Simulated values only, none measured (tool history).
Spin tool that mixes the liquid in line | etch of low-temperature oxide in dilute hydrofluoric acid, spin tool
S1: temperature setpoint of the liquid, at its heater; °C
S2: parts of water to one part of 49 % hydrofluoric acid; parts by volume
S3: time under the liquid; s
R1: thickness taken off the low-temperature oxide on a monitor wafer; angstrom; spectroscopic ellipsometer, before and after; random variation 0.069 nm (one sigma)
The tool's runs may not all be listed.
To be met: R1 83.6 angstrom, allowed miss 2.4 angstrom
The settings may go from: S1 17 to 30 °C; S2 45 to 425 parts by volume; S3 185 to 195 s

run    day    S1   S2   S3      R1
  1      0    22  235  185  93.744
  2  0.088    22  305  185  68.227
  3  0.212    22  355  185   56.16
  4  0.588  22.5  350  185   57.02
  5  0.796  20.5  350  185  55.084
  6   1.05    21  345  185  56.629
  7  1.342  21.5  340  185  58.114
  8  1.688    22  335  185  60.096
  9    1.9  22.5  330  185  61.916
 10   2.05    23  325  185  64.605
 11   2.15  23.5  320  185  67.824
 12  2.517  23.5  320  185  67.314
 13  2.638    24  320  185  69.008
 14  2.938    28  315  185  79.341

Which of these 5 next moves meets every target?
  A  3.238  25.5  305  185   ?
  B  3.238    30  345  185   ?
  C  3.238  27.5  320  185   ?
  D  3.238    27  315  185   ?
  E  3.238    28  305  185   ?

move      R1
   A  77.223
   B  75.884
   C  77.501
   D  77.841
   E  83.957
A: further off than the last run
B: further off than the last run
C: further off than the last run
D: further off than the last run
E: meets every target
Answer: E
